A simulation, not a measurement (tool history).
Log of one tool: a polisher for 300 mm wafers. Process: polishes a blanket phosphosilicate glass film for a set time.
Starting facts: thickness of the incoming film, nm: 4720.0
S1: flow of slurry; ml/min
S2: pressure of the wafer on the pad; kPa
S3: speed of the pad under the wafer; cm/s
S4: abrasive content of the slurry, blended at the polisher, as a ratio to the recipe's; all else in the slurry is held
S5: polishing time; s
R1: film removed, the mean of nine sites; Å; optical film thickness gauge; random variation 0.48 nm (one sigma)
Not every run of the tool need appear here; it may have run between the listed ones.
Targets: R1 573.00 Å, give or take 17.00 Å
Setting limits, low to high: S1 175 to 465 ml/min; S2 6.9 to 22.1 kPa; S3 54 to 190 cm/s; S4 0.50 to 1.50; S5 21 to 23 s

run,hour,S1,S2,S3,S4,S5,R1
1,0.0,295,14.5,122,1.00,23,1265.70
2,4.6,295,12.4,112,1.00,23,1068.90
3,6.4,295,11.0,98,1.00,23,868.21
4,13.6,295,11.0,122,1.00,23,1021.80
5,17.4,295,9.7,110,1.00,23,875.01
6,22.1,295,7.6,110,1.00,23,724.88
7,24.3,295,7.6,102,1.00,23,699.76
8,30.6,295,7.6,96,1.00,23,673.14
9,39.1,295,7.6,92,1.00,23,655.21
10,43.1,295,7.6,88,1.00,23,632.49
11,45.0,295,7.6,86,1.00,23,617.53

Next run, 5 choices. One meets every target within its allowed miss, the rest don't. Which?
A,46.9,330,10.3,84,0.85,23,?
B,46.9,300,7.6,86,1.00,23,?
C,46.9,285,6.9,100,1.05,23,?
D,46.9,305,8.3,86,1.10,22,?
E,46.9,300,9.0,64,1.00,23,?

move,R1
A,670.17
B,613.63
C,655.32
D,663.04
E,570.72
A: moves away from the targets compared with the last run
B: closer than the last run, but not yet in spec
C: moves away from the targets compared with the last run
D: moves away from the targets compared with the last run
E: all results land within tolerance of their targets
E is the move that brings every result within its allowed miss.
